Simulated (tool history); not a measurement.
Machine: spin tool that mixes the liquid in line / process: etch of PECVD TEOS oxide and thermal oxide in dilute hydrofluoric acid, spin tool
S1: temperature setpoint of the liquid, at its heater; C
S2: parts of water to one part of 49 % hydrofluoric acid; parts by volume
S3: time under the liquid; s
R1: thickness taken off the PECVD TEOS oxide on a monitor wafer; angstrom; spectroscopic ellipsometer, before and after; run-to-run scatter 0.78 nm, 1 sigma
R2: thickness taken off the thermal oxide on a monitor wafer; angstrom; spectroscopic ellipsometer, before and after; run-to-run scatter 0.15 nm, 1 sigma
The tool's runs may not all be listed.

run,hour,S1,S2,S3,R1,R2
1,0.0,23.0,40,70,336.43,83.072
2,5.3,24.5,35,70,414.47,101.890
3,12.9,26.0,30,70,522.49,129.360
4,20.4,27.0,30,70,533.16,134.030
5,21.5,27.5,30,70,547.21,136.850
6,29.3,27.5,25,70,670.14,166.960
7,37.3,28.0,25,70,691.19,166.810
8,40.1,28.5,25,70,705.16,171.890

Predict the results of run 9:
9,48.7,29.0,25,70,?,?

R1: 704.16 angstrom
R2: 175.910 angstrom
